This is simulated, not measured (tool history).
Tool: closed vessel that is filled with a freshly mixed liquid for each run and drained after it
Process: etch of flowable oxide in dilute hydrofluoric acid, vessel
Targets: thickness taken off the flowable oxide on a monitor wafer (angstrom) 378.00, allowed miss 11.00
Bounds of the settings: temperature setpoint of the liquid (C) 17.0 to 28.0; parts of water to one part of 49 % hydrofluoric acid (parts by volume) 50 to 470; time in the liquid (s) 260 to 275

| run | hour | temperature setpoint of the liquid (C) | parts of water to one part of 49 % hydrofluoric acid (parts by volume) | time in the liquid (s) | thickness taken off the flowable oxide on a monitor wafer (angstrom) |
|---|---|---|---|---|---|
| 1 | 0.0 | 20.0 | 260 | 260 | 178.17 |
| 2 | 2.5 | 20.0 | 260 | 260 | 178.17 |
| 3 | 6.2 | 17.0 | 260 | 260 | 158.36 |
| 4 | 11.2 | 17.0 | 175 | 260 | 255.25 |
| 5 | 16.6 | 17.0 | 175 | 275 | 268.22 |
| 6 | 23.0 | 19.5 | 175 | 275 | 297.25 |
| 7 | 26.4 | 21.5 | 175 | 275 | 320.68 |
| 8 | 34.1 | 21.5 | 175 | 275 | 322.40 |
| 9 | 40.2 | 22.5 | 175 | 275 | 334.59 |
| 10 | 48.0 | 23.5 | 175 | 275 | 344.77 |
| 11 | 54.6 | 24.0 | 175 | 275 | 356.18 |
| 12 | 61.8 | 24.5 | 175 | 275 | 356.36 |
| 13 | 67.1 | 25.0 | 175 | 275 | 365.72 |

4 next moves are on the table. One of them brings every result within its allowed miss. Which?
| A | 72.4 | 23.5 | 170 | 265 | ? |
| B | 72.4 | 26.5 | 180 | 275 | ? |
| C | 72.4 | 25.0 | 160 | 275 | ? |
| D | 72.4 | 25.5 | 155 | 265 | ? |

| move | thickness taken off the flowable oxide on a monitor wafer (angstrom) |
|---|---|
| A | 346.85 |
| B | 375.77 |
| C | 409.29 |
| D | 417.27 |
A: further off than the last run
B: meets every target
C: takes the result that was furthest off past its target
D: takes the result that was furthest off past its target
Answer: B
